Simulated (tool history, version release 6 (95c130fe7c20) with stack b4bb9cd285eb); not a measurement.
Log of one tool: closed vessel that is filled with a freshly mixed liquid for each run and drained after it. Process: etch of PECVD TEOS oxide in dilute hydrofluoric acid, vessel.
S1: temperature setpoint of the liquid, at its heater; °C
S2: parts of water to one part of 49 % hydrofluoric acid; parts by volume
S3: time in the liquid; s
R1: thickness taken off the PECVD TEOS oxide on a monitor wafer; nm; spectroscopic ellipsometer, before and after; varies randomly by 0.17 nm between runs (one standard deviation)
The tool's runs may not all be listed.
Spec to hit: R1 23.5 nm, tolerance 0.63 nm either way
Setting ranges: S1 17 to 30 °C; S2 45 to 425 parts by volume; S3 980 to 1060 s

run 1 hour=0 | S1=22 S2=235 S3=980 | R1=56.902
run 2 hour=3.5 | S1=20.5 S2=270 S3=980 | R1=45.742
run 3 hour=5.9 | S1=19.5 S2=300 S3=980 | R1=38.185
run 4 hour=14 | S1=19 S2=320 S3=980 | R1=34.402
run 5 hour=20.9 | S1=18.5 S2=340 S3=980 | R1=31.208
run 6 hour=28.6 | S1=18 S2=355 S3=980 | R1=29.147
run 7 hour=30.4 | S1=18 S2=365 S3=980 | R1=28.307
run 8 hour=32.3 | S1=17.5 S2=375 S3=980 | R1=26.95

Exactly one of the 4 candidate moves below puts every result within its allowed miss. Which one?
run A hour=34.2 | S1=17 S2=405 S3=1025 | R1=?
run B hour=34.2 | S1=17 S2=420 S3=1010 | R1=?
run C hour=34.2 | S1=17 S2=400 S3=1025 | R1=?
run D hour=34.2 | S1=17 S2=390 S3=1000 | R1=?

move=A R1=24.952
move=B R1=23.424
move=C R1=25.367
move=D R1=25.59
A: gains on the last run, yet a result remains outside its allowed miss
B: every result lands within tolerance
C: gains on the last run, yet a result remains outside its allowed miss
D: gains on the last run, yet a result remains outside its allowed miss
Correct choice: B, which meets every target
